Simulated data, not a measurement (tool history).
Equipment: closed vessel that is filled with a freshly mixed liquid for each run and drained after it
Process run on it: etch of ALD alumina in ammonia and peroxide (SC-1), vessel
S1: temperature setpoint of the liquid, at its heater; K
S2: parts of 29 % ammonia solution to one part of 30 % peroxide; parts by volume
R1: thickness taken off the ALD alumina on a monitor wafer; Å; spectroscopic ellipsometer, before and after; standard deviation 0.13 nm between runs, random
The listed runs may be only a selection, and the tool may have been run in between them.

{"run": 1, "hour": 0.0, "S1": 325.15, "S2": 0.9, "time in the liquid (s)": 745, "R1": 291.57}
{"run": 2, "hour": 1.9, "S1": 322.15, "S2": 0.9, "time in the liquid (s)": 745, "R1": 242.74}
{"run": 3, "hour": 7.2, "S1": 320.15, "S2": 0.9, "time in the liquid (s)": 745, "R1": 217.89}
{"run": 4, "hour": 16.3, "S1": 320.15, "S2": 0.9, "time in the liquid (s)": 745, "R1": 221.05}
{"run": 5, "hour": 25.1, "S1": 318.65, "S2": 0.9, "time in the liquid (s)": 745, "R1": 200.5}
{"run": 6, "hour": 28.7, "S1": 318.65, "S2": 0.9, "time in the liquid (s)": 790, "R1": 214.39}

Forecast run 7:
{"run": 7, "hour": 33.2, "S1": 318.65, "S2": 0.9, "time in the liquid (s)": 790, "R1": "?"}

R1: 215.46 Å
